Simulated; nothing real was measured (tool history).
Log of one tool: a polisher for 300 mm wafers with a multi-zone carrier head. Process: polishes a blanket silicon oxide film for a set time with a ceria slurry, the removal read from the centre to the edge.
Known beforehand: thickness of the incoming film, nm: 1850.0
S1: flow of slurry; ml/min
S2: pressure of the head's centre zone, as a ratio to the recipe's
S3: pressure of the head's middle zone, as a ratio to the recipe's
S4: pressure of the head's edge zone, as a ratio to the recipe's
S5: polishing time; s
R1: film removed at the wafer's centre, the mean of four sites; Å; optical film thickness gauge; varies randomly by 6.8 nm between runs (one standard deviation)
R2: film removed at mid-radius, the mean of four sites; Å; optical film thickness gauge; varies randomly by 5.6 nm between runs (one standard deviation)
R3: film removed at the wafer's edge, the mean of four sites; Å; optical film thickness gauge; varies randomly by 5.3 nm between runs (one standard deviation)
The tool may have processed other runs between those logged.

run  hour   S1    S2    S3    S4  S5      R1      R2      R3
  1   0.0  130  1.00  1.00  1.00  85  5844.4  5665.5  6191.5
  2   7.9  135  1.00  0.99  1.02  85  5909.0  5729.1  6352.0
  3  14.5  135  1.00  0.93  1.02  85  5979.2  5444.3  6330.3
  4  22.9  140  1.00  0.93  1.04  85  6033.3  5387.1  6360.0
  5  26.1  140  0.92  0.93  1.04  85  5487.7  5415.9  6331.1
  6  27.7  140  0.92  0.93  1.04  97  6233.5  6281.2  7322.3

Run 7 has not been measured yet. What should we expect?
     35.7  -- edge zone pressure recalibrated
  7  35.7  125  0.97  0.87  1.02  97   ?   ?   ?

{"run 7": {"R1": 6514.8, "R2": 5737.2, "R3": 6846.8}}

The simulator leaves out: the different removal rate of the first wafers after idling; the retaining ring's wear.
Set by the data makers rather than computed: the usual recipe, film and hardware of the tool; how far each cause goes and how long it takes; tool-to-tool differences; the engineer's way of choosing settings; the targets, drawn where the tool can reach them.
